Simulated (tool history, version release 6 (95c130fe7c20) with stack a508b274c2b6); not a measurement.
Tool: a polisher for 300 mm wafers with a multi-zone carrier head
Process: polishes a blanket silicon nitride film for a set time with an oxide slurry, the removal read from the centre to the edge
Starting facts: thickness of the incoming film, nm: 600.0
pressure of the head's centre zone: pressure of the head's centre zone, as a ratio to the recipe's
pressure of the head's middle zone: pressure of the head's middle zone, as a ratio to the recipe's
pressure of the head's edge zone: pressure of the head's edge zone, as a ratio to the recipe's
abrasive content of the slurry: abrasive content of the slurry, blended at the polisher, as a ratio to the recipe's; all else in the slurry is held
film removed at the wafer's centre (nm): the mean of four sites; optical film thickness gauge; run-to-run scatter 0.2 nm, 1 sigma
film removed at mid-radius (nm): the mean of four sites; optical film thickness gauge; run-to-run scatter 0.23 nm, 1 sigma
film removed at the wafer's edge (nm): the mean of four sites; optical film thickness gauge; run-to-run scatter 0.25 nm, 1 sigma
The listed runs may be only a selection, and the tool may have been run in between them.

run,hour,flow of slurry (ml/min),pressure of the head's centre zone,pressure of the head's middle zone,pressure of the head's edge zone,abrasive content of the slurry,polishing time (s),film removed at the wafer's centre (nm),film removed at mid-radius (nm),film removed at the wafer's edge (nm)
1,0,280,1,1,1,1,59,49.094,47.966,49.044
2,3.7,280,1,0.95,1,1,59,49.809,46.861,48.917
3,4.6,280,1,0.95,1.04,1,59,48.831,46.727,48.756
4,8.8,280,1,0.95,1.04,1.1,59,52.154,49.341,51.152
5,11.7,300,0.99,1.02,0.98,0.95,55,44.97,44.439,43.57
6,13.1,310,0.95,1.03,0.96,0.85,54,39.611,41.449,39.783
7,18,275,0.85,1,0.86,0.6,54,26.733,30.236,28.865
8,19.7,305,0.85,1.01,0.87,0.6,54,27.252,30.985,28.938
9,23.9,375,0.85,1.07,0.97,0.65,54,29.932,34.615,32.776
10,30.7,370,0.85,1.07,0.95,0.65,54,29.803,34.677,32.702
11,36.4,335,0.84,1.08,0.87,0.6,54,27.319,32.125,29.023
12,43.1,415,0.84,1.08,0.93,0.6,54,27.46,33.134,30.172

Run 13 comes next. What will it give?
13,49.3,415,0.84,1.08,0.93,0.6,54,?,?,?

film removed at the wafer's centre (nm): 27.255
film removed at mid-radius (nm): 32.756
film removed at the wafer's edge (nm): 30.676
